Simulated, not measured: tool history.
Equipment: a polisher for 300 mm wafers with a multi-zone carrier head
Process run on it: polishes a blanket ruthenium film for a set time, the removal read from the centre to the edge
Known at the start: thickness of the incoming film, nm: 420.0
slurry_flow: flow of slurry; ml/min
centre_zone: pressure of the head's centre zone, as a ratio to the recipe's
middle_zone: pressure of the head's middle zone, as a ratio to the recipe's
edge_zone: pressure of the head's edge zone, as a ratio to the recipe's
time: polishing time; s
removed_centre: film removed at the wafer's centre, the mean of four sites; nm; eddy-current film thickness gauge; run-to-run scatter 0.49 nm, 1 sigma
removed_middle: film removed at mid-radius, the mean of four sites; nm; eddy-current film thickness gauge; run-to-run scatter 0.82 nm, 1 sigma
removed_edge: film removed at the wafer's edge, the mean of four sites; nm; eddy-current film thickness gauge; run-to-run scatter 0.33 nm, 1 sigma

run,hour,slurry_flow,centre_zone,middle_zone,edge_zone,time,removed_centre,removed_middle,removed_edge
1,0,195,1,1,1,57,42.25,43.719,42.508
2,7.9,210,0.97,1.06,1.02,58,42.709,47.434,44.174
3,12.9,220,0.94,1.1,1.03,58,41.775,48.94,44.753
4,20.8,220,0.94,1.1,1.1,58,42.29,49.431,45.783
5,22.6,225,0.92,1.13,1.08,59,41.494,51.184,46.006
6,25.8,225,0.92,1.13,1.08,52,36.811,46.036,40.24

What will run 7 give?
7,32.9,240,0.91,1.15,1.08,54,?,?,?

{"run 7": {"removed_centre": 38.502, "removed_middle": 48.461, "removed_edge": 42.429}}
